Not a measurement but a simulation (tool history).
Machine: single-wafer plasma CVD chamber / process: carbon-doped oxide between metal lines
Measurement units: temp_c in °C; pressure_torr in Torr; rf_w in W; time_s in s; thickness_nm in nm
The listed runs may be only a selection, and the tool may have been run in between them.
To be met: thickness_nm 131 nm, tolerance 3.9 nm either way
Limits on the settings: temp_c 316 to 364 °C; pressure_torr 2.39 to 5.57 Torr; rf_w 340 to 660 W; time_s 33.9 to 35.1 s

run,day,temp_c,pressure_torr,rf_w,time_s,thickness_nm
1,0,340,3.98,500,33.9,168.12
2,0.229,340,3.98,455,33.9,157.67
3,0.417,341,3.92,440,33.9,152.42
4,0.729,351,3.92,440,33.9,148.57
5,0.808,352,3.87,430,33.9,144.66
6,1.008,353,3.82,425,33.9,142.58
7,1.333,354,3.76,420,33.9,141.7
8,1.679,355,3.73,415,33.9,138.45

Below are 5 possible settings for the next run. Only one of them brings all results inside the allowed miss of their targets. Which is it?
A,2.025,352,4.47,385,35.1,?
B,2.025,362,3.55,375,35.1,?
C,2.025,359,3.95,435,33.9,?
D,2.025,357,3.7,400,35.1,?
E,2.025,354,3.96,425,33.9,?

move,thickness_nm
A,140.2
B,130.53
C,144.83
D,139.85
E,143.91
A: moves away from the targets compared with the last run
B: in spec on every target
C: moves away from the targets compared with the last run
D: moves away from the targets compared with the last run
E: moves away from the targets compared with the last run
Correct choice: B, which meets every target

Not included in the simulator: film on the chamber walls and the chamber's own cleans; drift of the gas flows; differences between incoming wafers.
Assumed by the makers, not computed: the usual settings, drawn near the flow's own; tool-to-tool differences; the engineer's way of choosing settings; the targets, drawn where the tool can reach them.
